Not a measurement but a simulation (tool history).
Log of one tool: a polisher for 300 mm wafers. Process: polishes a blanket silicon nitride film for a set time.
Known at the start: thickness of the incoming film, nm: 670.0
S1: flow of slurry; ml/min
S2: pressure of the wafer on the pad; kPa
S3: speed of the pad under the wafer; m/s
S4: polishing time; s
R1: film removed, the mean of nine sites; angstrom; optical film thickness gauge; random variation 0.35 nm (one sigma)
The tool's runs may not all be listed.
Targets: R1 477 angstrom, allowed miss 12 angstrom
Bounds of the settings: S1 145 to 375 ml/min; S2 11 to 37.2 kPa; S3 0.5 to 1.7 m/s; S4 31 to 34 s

run  hour   S1    S2    S3  S4      R1
  1     0  240  24.1   1.1  34  540.87
  2   2.1  240  23.4   1.1  34  535.98
  3   8.8  240  23.4   1.1  34  530.63
  4  14.7  240  22.8   1.1  34  522.45
  5  16.6  230  21.4   1.1  34  493.91
  6  24.8  230  21.4  0.96  34  438.16
  7  27.1  240  22.8  0.96  34  462.91
  8  32.8  240  22.8  0.96  34  459.92

5 next moves are on the table. One of them brings every result within its allowed miss. Which?
  A  38.5  210  25.5   0.9  34   ?
  B  38.5  240  22.8  1.02  32   ?
  C  38.5  205  26.9  0.88  32   ?
  D  38.5  260  24.8  0.84  34   ?
  E  38.5  220  24.8  0.86  33   ?

move      R1
   A  475.74
   B   460.7
   C  456.57
   D  450.49
   E   438.3
A: meets every target
B: as far off as the last run
C: further off than the last run
D: further off than the last run
E: further off than the last run
Answer: A
